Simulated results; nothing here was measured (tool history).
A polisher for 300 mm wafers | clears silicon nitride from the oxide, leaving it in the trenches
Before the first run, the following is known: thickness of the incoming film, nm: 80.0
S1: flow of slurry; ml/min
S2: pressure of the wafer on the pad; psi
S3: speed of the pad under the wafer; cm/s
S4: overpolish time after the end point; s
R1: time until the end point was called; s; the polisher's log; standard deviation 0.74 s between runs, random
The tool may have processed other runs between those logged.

| run | hour | S1 | S2 | S3 | S4 | R1 |
|---|---|---|---|---|---|---|
| 1 | 0.0 | 270 | 3.5 | 96 | 12 | 71.424 |
| 2 | 7.5 | 270 | 3.3 | 96 | 12 | 77.325 |
| 3 | 11.7 | 270 | 3.3 | 96 | 9 | 75.485 |
| 4 | 14.8 | 270 | 3.3 | 96 | 9 | 76.685 |
| 5 | 18.9 | 270 | 3.2 | 96 | 9 | 78.988 |
|  | 25.0 | slurry nozzle cleaned |
| 6 | 25.0 | 270 | 2.4 | 96 | 9 | 98.969 |
| 7 | 26.5 | 270 | 2.4 | 96 | 9 | 98.857 |
| 8 | 27.4 | 270 | 2.6 | 96 | 9 | 92.792 |

Predict the results of run 9:
| 9 | 34.3 | 270 | 2.7 | 96 | 9 | ? |

Run 9 measured R1 88.912 s.
